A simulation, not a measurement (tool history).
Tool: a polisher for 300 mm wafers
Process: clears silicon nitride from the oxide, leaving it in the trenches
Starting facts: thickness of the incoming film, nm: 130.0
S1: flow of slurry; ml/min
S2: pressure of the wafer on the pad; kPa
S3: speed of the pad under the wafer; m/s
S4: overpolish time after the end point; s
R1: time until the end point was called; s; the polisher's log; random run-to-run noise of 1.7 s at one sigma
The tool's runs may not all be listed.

Run 1, hour 0.0: S1 125 ml/min, S2 13.1 kPa, S3 1.28 m/s, S4 6 s. Result: R1 169.18 s.
Run 2, hour 7.1: S1 100 ml/min, S2 13.1 kPa, S3 1.28 m/s, S4 6 s. Result: R1 181.86 s.
Run 3, hour 14.1: S1 100 ml/min, S2 11.0 kPa, S3 1.28 m/s, S4 6 s. Result: R1 206.16 s.
Run 4, hour 22.7: S1 100 ml/min, S2 11.0 kPa, S3 1.28 m/s, S4 6 s. Result: R1 208.86 s.
Run 5, hour 25.8: S1 105 ml/min, S2 12.4 kPa, S3 1.30 m/s, S4 6 s. Result: R1 181.73 s.
Run 6, hour 27.7: S1 105 ml/min, S2 9.0 kPa, S3 1.30 m/s, S4 6 s. Result: R1 243.90 s.
Run 7, hour 30.5: S1 105 ml/min, S2 9.0 kPa, S3 1.30 m/s, S4 6 s. Result: R1 254.29 s.
Run 8, hour 38.1: S1 105 ml/min, S2 11.0 kPa, S3 1.32 m/s, S4 6 s. Result: R1 197.50 s.
At hour 41.6: slurry nozzle cleaned.
Run 9, hour 41.6: S1 105 ml/min, S2 11.0 kPa, S3 1.32 m/s, S4 6 s. Result: R1 179.22 s.
Run 10, hour 43.9: S1 115 ml/min, S2 15.2 kPa, S3 1.38 m/s, S4 6 s. Result: R1 123.03 s.
Run 11, hour 47.2: S1 120 ml/min, S2 15.2 kPa, S3 1.38 m/s, S4 6 s. Result: R1 122.92 s.
Run 12, hour 55.7: S1 125 ml/min, S2 15.2 kPa, S3 1.38 m/s, S4 6 s. Result: R1 122.39 s.

What does the tool deliver on the next run?
Run 13, hour 63.6: S1 130 ml/min, S2 15.2 kPa, S3 1.38 m/s, S4 6 s. Result: R1 ?.

Run 13 gave R1 124.16 s.
